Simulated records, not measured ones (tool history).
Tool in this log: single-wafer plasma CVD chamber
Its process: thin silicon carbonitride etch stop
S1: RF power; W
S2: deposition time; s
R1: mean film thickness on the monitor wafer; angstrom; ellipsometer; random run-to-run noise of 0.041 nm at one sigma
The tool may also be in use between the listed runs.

| run | hour | S1 | S2 | R1 |
|---|---|---|---|---|
| 1 | 0.0 | 170 | 13.6 | 75.733 |
| 2 | 6.8 | 170 | 12.2 | 68.330 |
| 3 | 9.1 | 185 | 12.2 | 69.680 |
| 4 | 17.5 | 170 | 12.2 | 68.062 |
| 5 | 20.5 | 170 | 10.4 | 58.330 |
| 6 | 27.8 | 180 | 10.4 | 59.155 |
| 7 | 29.9 | 185 | 11.5 | 65.373 |

Predict the results of run 8:
| 8 | 34.1 | 210 | 13.7 | ? |

R1: 81.607 angstrom
